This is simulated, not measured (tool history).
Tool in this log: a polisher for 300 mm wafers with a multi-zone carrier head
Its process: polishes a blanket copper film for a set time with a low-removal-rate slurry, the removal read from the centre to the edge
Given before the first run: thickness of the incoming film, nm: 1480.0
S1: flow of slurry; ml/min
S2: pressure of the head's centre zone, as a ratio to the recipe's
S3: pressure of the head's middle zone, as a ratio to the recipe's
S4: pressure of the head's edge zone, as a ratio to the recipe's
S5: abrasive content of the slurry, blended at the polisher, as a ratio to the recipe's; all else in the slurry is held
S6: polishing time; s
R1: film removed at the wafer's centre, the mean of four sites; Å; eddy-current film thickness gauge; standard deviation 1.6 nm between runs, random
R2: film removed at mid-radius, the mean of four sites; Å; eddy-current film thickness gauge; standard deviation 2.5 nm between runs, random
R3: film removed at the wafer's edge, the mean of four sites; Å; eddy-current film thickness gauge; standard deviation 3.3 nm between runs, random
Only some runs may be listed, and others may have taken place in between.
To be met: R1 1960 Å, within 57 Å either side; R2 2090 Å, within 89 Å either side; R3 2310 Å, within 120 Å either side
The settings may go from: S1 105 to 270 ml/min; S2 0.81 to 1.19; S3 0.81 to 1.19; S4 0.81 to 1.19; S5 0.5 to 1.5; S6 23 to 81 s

| run | hour | S1 | S2 | S3 | S4 | S5 | S6 | R1 | R2 | R3 |
|---|---|---|---|---|---|---|---|---|---|---|
| 1 | 0 | 175 | 1 | 1 | 1 | 1 | 52 | 1479.3 | 1499.7 | 1566.6 |
| 2 | 6.4 | 175 | 1 | 1.01 | 1.03 | 1.1 | 54 | 1578.2 | 1582.6 | 1683.5 |
| 3 | 11.6 | 180 | 0.99 | 1.02 | 1.05 | 1.2 | 56 | 1631.7 | 1634.5 | 1854.6 |
| 4 | 17.3 | 185 | 0.99 | 1.05 | 1.05 | 1.25 | 57 | 1706.9 | 1734.5 | 1877.2 |
| 5 | 24 | 185 | 0.99 | 1.11 | 1.05 | 1.25 | 57 | 1721.2 | 1792 | 1879.5 |
| 6 | 24.6 | 205 | 0.99 | 1.11 | 1.05 | 1.25 | 57 | 1731.2 | 1862.5 | 1882.8 |
| 7 | 33.2 | 210 | 0.99 | 1.12 | 1.07 | 1.3 | 58 | 1769.9 | 1944.2 | 1936.6 |
| 8 | 37.1 | 205 | 0.99 | 1.12 | 1.08 | 1.35 | 59 | 1787.1 | 1943.6 | 2038.2 |

Pick the move, out of 5, that brings all results within their allowed miss; only one does.
| A | 41 | 220 | 1.02 | 1.17 | 1.14 | 1.35 | 65 | ? | ? | ? |
| B | 41 | 185 | 0.91 | 1.08 | 1.09 | 1.35 | 74 | ? | ? | ? |
| C | 41 | 210 | 0.95 | 1.04 | 1.14 | 1.5 | 65 | ? | ? | ? |
| D | 41 | 165 | 0.96 | 1.12 | 1.08 | 1.3 | 65 | ? | ? | ? |
| E | 41 | 180 | 1.11 | 1.05 | 1.09 | 1.25 | 60 | ? | ? | ? |

| move | R1 | R2 | R3 |
|---|---|---|---|
| A | 2092 | 2235.1 | 2254.9 |
| B | 2070.4 | 2342 | 2462.8 |
| C | 1976.3 | 2081.6 | 2293.6 |
| D | 1861.8 | 2056.6 | 2106.7 |
| E | 1998.3 | 1824.1 | 1962.4 |
A: the result that was furthest off in the last run now lies on the other side of its target
B: the result that was furthest off in the last run now lies on the other side of its target
C: in spec on every target
D: an improvement on the last run, though not all results are within tolerance
E: meets the target for the result that was furthest off, but another lies outside its allowed miss
So the answer is move C, the one that meets all the targets.
